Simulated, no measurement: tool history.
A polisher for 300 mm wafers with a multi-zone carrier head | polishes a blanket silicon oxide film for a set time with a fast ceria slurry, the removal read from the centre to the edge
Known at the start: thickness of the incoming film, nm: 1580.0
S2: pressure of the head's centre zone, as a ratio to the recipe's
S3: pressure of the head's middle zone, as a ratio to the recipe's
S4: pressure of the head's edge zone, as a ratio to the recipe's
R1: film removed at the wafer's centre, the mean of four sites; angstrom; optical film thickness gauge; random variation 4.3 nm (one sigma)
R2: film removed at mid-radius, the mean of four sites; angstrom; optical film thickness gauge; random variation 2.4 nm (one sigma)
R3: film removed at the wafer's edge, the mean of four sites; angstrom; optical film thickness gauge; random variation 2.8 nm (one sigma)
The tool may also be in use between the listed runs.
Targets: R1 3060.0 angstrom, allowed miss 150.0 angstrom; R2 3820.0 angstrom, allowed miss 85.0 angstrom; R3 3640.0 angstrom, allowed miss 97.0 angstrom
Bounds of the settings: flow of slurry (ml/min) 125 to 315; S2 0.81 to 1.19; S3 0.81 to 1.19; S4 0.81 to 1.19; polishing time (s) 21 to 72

{"run": 1, "hour": 0.0, "flow of slurry (ml/min)": 205, "S2": 1.0, "S3": 1.0, "S4": 1.0, "polishing time (s)": 46, "R1": 4695.6, "R2": 4604.5, "R3": 4635.8}
{"run": 2, "hour": 1.7, "flow of slurry (ml/min)": 205, "S2": 1.0, "S3": 1.0, "S4": 1.0, "polishing time (s)": 57, "R1": 5742.8, "R2": 5735.4, "R3": 5704.0}
{"run": 3, "hour": 7.6, "flow of slurry (ml/min)": 205, "S2": 1.0, "S3": 1.0, "S4": 0.92, "polishing time (s)": 57, "R1": 5722.8, "R2": 5817.1, "R3": 5381.4}
{"run": 4, "hour": 16.2, "flow of slurry (ml/min)": 205, "S2": 1.06, "S3": 1.0, "S4": 0.92, "polishing time (s)": 57, "R1": 6010.7, "R2": 5839.2, "R3": 5485.5}
{"run": 5, "hour": 16.7, "flow of slurry (ml/min)": 205, "S2": 1.14, "S3": 1.0, "S4": 0.92, "polishing time (s)": 57, "R1": 6489.2, "R2": 5725.3, "R3": 5468.0}
{"run": 6, "hour": 25.6, "flow of slurry (ml/min)": 170, "S2": 1.14, "S3": 1.0, "S4": 0.92, "polishing time (s)": 57, "R1": 6389.4, "R2": 5615.0, "R3": 5365.6}
{"run": 7, "hour": 29.1, "flow of slurry (ml/min)": 155, "S2": 1.04, "S3": 0.99, "S4": 0.9, "polishing time (s)": 44, "R1": 4366.2, "R2": 4254.7, "R3": 3999.5}
{"run": 8, "hour": 29.8, "flow of slurry (ml/min)": 125, "S2": 0.94, "S3": 0.98, "S4": 0.94, "polishing time (s)": 38, "R1": 3172.8, "R2": 3422.1, "R3": 3429.6}
{"run": 9, "hour": 35.7, "flow of slurry (ml/min)": 135, "S2": 0.92, "S3": 1.0, "S4": 0.95, "polishing time (s)": 38, "R1": 3151.9, "R2": 3563.9, "R3": 3500.4}
{"run": 10, "hour": 43.7, "flow of slurry (ml/min)": 140, "S2": 0.91, "S3": 1.01, "S4": 0.96, "polishing time (s)": 38, "R1": 3233.5, "R2": 3569.5, "R3": 3547.2}
{"run": 11, "hour": 46.7, "flow of slurry (ml/min)": 140, "S2": 0.89, "S3": 1.03, "S4": 0.97, "polishing time (s)": 38, "R1": 3186.1, "R2": 3672.9, "R3": 3546.9}
{"run": 12, "hour": 48.0, "flow of slurry (ml/min)": 140, "S2": 0.87, "S3": 1.04, "S4": 0.98, "polishing time (s)": 38, "R1": 3097.2, "R2": 3705.1, "R3": 3582.9}

Which of these 5 next moves meets every target?
{"run": "A", "hour": 49.3, "flow of slurry (ml/min)": 135, "S2": 0.89, "S3": 1.01, "S4": 0.97, "polishing time (s)": 38, "R1": "?", "R2": "?", "R3": "?"}
{"run": "B", "hour": 49.3, "flow of slurry (ml/min)": 130, "S2": 0.81, "S3": 1.11, "S4": 0.98, "polishing time (s)": 38, "R1": "?", "R2": "?", "R3": "?"}
{"run": "C", "hour": 49.3, "flow of slurry (ml/min)": 150, "S2": 0.93, "S3": 1.03, "S4": 1.02, "polishing time (s)": 37, "R1": "?", "R2": "?", "R3": "?"}
{"run": "D", "hour": 49.3, "flow of slurry (ml/min)": 135, "S2": 0.94, "S3": 0.99, "S4": 1.02, "polishing time (s)": 39, "R1": "?", "R2": "?", "R3": "?"}
{"run": "E", "hour": 49.3, "flow of slurry (ml/min)": 130, "S2": 0.87, "S3": 1.07, "S4": 1.02, "polishing time (s)": 39, "R1": "?", "R2": "?", "R3": "?"}

move=A R1=3155.5 R2=3572.7 R3=3495.3
move=B R1=2841.6 R2=3838.1 R3=3485.3
move=C R1=3299.3 R2=3620.0 R3=3544.4
move=D R1=3421.5 R2=3604.1 R3=3676.2
move=E R1=3133.6 R2=3816.0 R3=3648.8
A: further off than the last run
B: brings the result that was furthest off to its target, and leaves another outside
C: further off than the last run
D: further off than the last run
E: meets every target
The right move is E.
